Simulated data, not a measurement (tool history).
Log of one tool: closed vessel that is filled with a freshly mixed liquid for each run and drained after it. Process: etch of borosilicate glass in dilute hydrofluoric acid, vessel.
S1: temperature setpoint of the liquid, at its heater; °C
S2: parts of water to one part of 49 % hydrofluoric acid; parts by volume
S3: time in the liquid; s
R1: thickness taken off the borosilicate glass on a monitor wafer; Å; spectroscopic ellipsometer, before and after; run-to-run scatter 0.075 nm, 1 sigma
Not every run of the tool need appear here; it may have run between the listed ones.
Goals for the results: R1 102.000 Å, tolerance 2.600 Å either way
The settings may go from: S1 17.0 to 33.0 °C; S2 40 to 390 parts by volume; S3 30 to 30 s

| run | day | S1 | S2 | S3 | R1 |
|---|---|---|---|---|---|
| 1 | 0.000 | 25.0 | 215 | 30 | 38.158 |
| 2 | 0.196 | 25.0 | 215 | 30 | 38.060 |
| 3 | 0.242 | 25.0 | 215 | 30 | 38.134 |
| 4 | 0.604 | 26.5 | 190 | 30 | 47.030 |
| 5 | 0.650 | 26.5 | 235 | 30 | 35.952 |
| 6 | 0.954 | 27.5 | 210 | 30 | 43.411 |
| 7 | 1.238 | 28.5 | 190 | 30 | 50.462 |
| 8 | 1.508 | 29.5 | 170 | 30 | 59.547 |
| 9 | 1.750 | 30.0 | 155 | 30 | 67.998 |

Consider the 5 candidate settings below. Which is the only one whose results all fall within their allowed miss of target?
| A | 1.992 | 30.0 | 110 | 30 | ? |
| B | 1.992 | 30.0 | 115 | 30 | ? |
| C | 1.992 | 31.5 | 130 | 30 | ? |
| D | 1.992 | 30.5 | 120 | 30 | ? |
| E | 1.992 | 29.0 | 260 | 30 | ? |

| move | R1 |
|---|---|
| A | 102.140 |
| B | 97.022 |
| C | 88.790 |
| D | 94.055 |
| E | 34.618 |
A: each result inside its tolerance
B: gains on the last run, yet a result remains outside its allowed miss
C: gains on the last run, yet a result remains outside its allowed miss
D: gains on the last run, yet a result remains outside its allowed miss
E: the biggest miss grows against the last run
Correct choice: A, which meets every target

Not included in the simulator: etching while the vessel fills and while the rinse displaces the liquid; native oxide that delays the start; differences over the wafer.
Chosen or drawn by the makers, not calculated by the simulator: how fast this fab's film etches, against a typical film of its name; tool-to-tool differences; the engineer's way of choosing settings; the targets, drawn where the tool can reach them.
